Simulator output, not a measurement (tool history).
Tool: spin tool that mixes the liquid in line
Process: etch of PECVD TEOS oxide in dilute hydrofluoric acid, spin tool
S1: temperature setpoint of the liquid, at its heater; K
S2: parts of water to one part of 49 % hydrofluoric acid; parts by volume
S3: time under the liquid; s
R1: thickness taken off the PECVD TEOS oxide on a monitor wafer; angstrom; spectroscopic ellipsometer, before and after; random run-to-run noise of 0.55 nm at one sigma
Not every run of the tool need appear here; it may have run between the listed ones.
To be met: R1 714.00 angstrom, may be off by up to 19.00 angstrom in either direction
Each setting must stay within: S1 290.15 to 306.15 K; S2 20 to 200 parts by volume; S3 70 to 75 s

{"run": 1, "hour": 0.0, "S1": 298.15, "S2": 110, "S3": 70, "R1": 168.85}
{"run": 2, "hour": 4.0, "S1": 299.15, "S2": 95, "S3": 70, "R1": 205.99}
{"run": 3, "hour": 8.4, "S1": 299.15, "S2": 60, "S3": 70, "R1": 338.23}
{"run": 4, "hour": 12.0, "S1": 300.15, "S2": 55, "S3": 70, "R1": 387.12}
{"run": 5, "hour": 17.4, "S1": 301.15, "S2": 50, "S3": 70, "R1": 449.58}
{"run": 6, "hour": 23.6, "S1": 301.15, "S2": 50, "S3": 70, "R1": 451.88}
{"run": 7, "hour": 28.0, "S1": 301.65, "S2": 50, "S3": 70, "R1": 461.89}
{"run": 8, "hour": 29.1, "S1": 302.15, "S2": 50, "S3": 70, "R1": 470.05}
{"run": 9, "hour": 31.2, "S1": 302.65, "S2": 50, "S3": 70, "R1": 478.59}
{"run": 10, "hour": 32.9, "S1": 303.15, "S2": 50, "S3": 70, "R1": 491.71}
{"run": 11, "hour": 37.5, "S1": 303.65, "S2": 50, "S3": 70, "R1": 501.25}
{"run": 12, "hour": 40.9, "S1": 306.15, "S2": 20, "S3": 70, "R1": 1453.8}
{"run": 13, "hour": 48.3, "S1": 305.15, "S2": 20, "S3": 70, "R1": 1389.4}

5 candidate next runs follow, results not yet known. Just one meets every target within its allowed miss. Identify it.
{"run": "A", "hour": 55.7, "S1": 303.15, "S2": 35, "S3": 70, "R1": "?"}
{"run": "B", "hour": 55.7, "S1": 303.15, "S2": 40, "S3": 75, "R1": "?"}
{"run": "C", "hour": 55.7, "S1": 304.65, "S2": 40, "S3": 70, "R1": "?"}
{"run": "D", "hour": 55.7, "S1": 296.65, "S2": 35, "S3": 70, "R1": "?"}
{"run": "E", "hour": 55.7, "S1": 305.65, "S2": 40, "S3": 70, "R1": "?"}

move=A R1=715.50
move=B R1=665.55
move=C R1=659.00
move=D R1=548.78
move=E R1=685.22
A: every result within its allowed miss
B: takes the result that was furthest off past its target
C: takes the result that was furthest off past its target
D: takes the result that was furthest off past its target
E: takes the result that was furthest off past its target
A meets every target.

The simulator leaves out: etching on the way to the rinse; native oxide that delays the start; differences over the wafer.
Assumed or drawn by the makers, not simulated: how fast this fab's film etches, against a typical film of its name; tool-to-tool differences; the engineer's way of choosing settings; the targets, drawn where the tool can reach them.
